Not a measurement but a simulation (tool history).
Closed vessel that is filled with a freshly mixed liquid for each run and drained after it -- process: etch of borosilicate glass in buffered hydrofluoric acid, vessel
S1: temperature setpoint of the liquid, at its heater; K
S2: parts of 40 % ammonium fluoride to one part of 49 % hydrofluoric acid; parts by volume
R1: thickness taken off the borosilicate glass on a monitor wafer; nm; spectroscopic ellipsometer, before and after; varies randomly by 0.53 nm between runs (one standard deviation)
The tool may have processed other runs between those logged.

Run 1, day 0.000: S1 295.15 K, S2 21.5 parts by volume, time in the liquid (s) 90. Result: R1 45.219 nm.
Run 2, day 0.258: S1 296.65 K, S2 21.0 parts by volume, time in the liquid (s) 90. Result: R1 50.738 nm.
Run 3, day 0.467: S1 296.65 K, S2 21.0 parts by volume, time in the liquid (s) 100. Result: R1 55.651 nm.
Run 4, day 0.521: S1 297.65 K, S2 21.0 parts by volume, time in the liquid (s) 100. Result: R1 58.804 nm.
Run 5, day 0.754: S1 294.65 K, S2 21.0 parts by volume, time in the liquid (s) 100. Result: R1 49.441 nm.
Run 6, day 1.112: S1 294.65 K, S2 21.0 parts by volume, time in the liquid (s) 90. Result: R1 44.999 nm.
Run 7, day 1.325: S1 296.15 K, S2 20.5 parts by volume, time in the liquid (s) 90. Result: R1 49.470 nm.

Forecast run 8:
Run 8, day 1.483: S1 297.15 K, S2 20.0 parts by volume, time in the liquid (s) 90. Result: R1 ?.

Run 8 measured R1 53.134 nm.
